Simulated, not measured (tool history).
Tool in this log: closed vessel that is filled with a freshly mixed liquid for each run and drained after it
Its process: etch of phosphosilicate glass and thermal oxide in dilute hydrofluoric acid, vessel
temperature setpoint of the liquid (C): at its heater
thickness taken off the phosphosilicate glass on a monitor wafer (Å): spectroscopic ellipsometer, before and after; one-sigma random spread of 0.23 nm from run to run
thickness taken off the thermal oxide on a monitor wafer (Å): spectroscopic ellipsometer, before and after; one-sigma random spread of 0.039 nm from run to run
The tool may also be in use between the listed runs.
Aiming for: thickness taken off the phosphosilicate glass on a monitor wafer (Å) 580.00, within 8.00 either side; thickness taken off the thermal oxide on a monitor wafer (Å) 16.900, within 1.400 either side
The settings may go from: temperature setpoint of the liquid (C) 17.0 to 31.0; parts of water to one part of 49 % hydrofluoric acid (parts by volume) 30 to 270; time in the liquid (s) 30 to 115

run	hour	temperature setpoint of the liquid (C)	parts of water to one part of 49 % hydrofluoric acid (parts by volume)	time in the liquid (s)	thickness taken off the phosphosilicate glass on a monitor wafer (Å)	thickness taken off the thermal oxide on a monitor wafer (Å)
1	0.0	23.0	150	60	533.14	15.179
2	2.4	23.0	150	45	402.29	11.656
3	4.3	19.5	150	45	348.64	10.360
4	6.7	19.5	150	65	503.51	15.010
5	12.6	19.5	150	85	663.67	19.661
6	19.6	19.5	150	95	738.81	21.543
7	23.2	19.0	155	95	695.74	20.531
8	31.0	18.5	160	95	657.96	18.975
9	34.8	18.0	160	95	644.96	18.990
10	40.4	17.5	160	95	635.81	18.027
11	49.6	17.5	165	95	611.59	17.498
12	58.2	17.0	165	95	595.23	17.097

Exercise: of the 5 proposed moves below, exactly one satisfies all targets within the stated allowed misses. Which move is it?
A	66.8	17.5	115	60	?	?
B	66.8	19.0	115	55	?	?
C	66.8	28.0	180	65	?	?
D	66.8	19.5	120	55	?	?
E	66.8	18.0	190	110	?	?

move	thickness taken off the phosphosilicate glass on a monitor wafer (Å)	thickness taken off the thermal oxide on a monitor wafer (Å)
A	579.60	16.719
B	565.29	16.307
C	560.58	16.171
D	549.98	15.865
E	609.59	17.585
A: meets every target
B: takes the biggest miss from the last run beyond its target
C: takes the biggest miss from the last run beyond its target
D: takes the biggest miss from the last run beyond its target
E: the biggest miss grows against the last run
A is the move that brings every result within its allowed miss.
